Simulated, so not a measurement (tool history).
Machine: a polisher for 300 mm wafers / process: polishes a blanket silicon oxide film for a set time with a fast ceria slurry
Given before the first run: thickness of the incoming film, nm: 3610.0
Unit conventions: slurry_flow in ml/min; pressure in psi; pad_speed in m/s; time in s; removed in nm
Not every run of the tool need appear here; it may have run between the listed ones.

Run 1, hour 0.0: slurry_flow 240 ml/min, pressure 1.7 psi, pad_speed 1.16 m/s, time 46 s. Result: removed 521.29 nm.
Run 2, hour 5.7: slurry_flow 240 ml/min, pressure 1.3 psi, pad_speed 1.16 m/s, time 46 s. Result: removed 405.84 nm.
Run 3, hour 14.0: slurry_flow 240 ml/min, pressure 1.1 psi, pad_speed 1.16 m/s, time 46 s. Result: removed 343.08 nm.
Run 4, hour 21.4: slurry_flow 240 ml/min, pressure 1.1 psi, pad_speed 1.16 m/s, time 46 s. Result: removed 348.24 nm.
Run 5, hour 24.1: slurry_flow 240 ml/min, pressure 1.4 psi, pad_speed 1.16 m/s, time 46 s. Result: removed 433.22 nm.
Run 6, hour 33.0: slurry_flow 200 ml/min, pressure 1.4 psi, pad_speed 1.16 m/s, time 46 s. Result: removed 423.13 nm.
Run 7, hour 34.3: slurry_flow 200 ml/min, pressure 1.6 psi, pad_speed 1.16 m/s, time 46 s. Result: removed 489.42 nm.
Run 8, hour 38.5: slurry_flow 200 ml/min, pressure 1.6 psi, pad_speed 1.16 m/s, time 46 s. Result: removed 484.80 nm.
Run 9, hour 45.2: slurry_flow 200 ml/min, pressure 1.8 psi, pad_speed 1.16 m/s, time 46 s. Result: removed 547.59 nm.
Run 10, hour 48.7: slurry_flow 200 ml/min, pressure 1.9 psi, pad_speed 1.16 m/s, time 46 s. Result: removed 566.18 nm.

Run 11 is up next; what results do you expect?
Run 11, hour 49.7: slurry_flow 200 ml/min, pressure 2.0 psi, pad_speed 1.16 m/s, time 46 s. Result: removed ?.

Logged for run 11: removed 610.59 nm.
